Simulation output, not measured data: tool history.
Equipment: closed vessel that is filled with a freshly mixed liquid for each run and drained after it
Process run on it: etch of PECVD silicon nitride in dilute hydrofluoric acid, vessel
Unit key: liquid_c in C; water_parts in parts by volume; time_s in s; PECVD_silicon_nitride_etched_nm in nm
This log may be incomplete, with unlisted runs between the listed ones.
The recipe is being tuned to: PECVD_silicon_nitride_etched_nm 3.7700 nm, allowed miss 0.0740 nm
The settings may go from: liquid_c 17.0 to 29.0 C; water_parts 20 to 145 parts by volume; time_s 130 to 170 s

run,hour,liquid_c,water_parts,time_s,PECVD_silicon_nitride_etched_nm
1,0.0,21.0,80,170,3.1538
2,0.7,22.0,80,170,3.3586
3,6.6,25.5,80,170,4.2617
4,14.3,25.5,70,170,4.8667
5,20.2,28.5,70,170,5.9214
6,27.5,28.5,70,170,5.9053
7,32.5,26.5,70,170,5.1969
8,33.1,25.0,70,170,4.7300
9,34.6,21.0,70,170,3.5921

Exactly one of the 4 candidate moves below puts every result within its allowed miss. Which one?
A,36.1,21.5,70,165,?
B,36.1,22.5,70,160,?
C,36.1,22.0,75,160,?
D,36.1,20.0,65,160,?

move,PECVD_silicon_nitride_etched_nm
A,3.6080
B,3.7443
C,3.3831
D,3.3937
A: better than the last run, though not everything is in spec
B: every result within its allowed miss
C: its largest miss is bigger than the last run's
D: its largest miss is bigger than the last run's
Correct choice: B, which meets every target
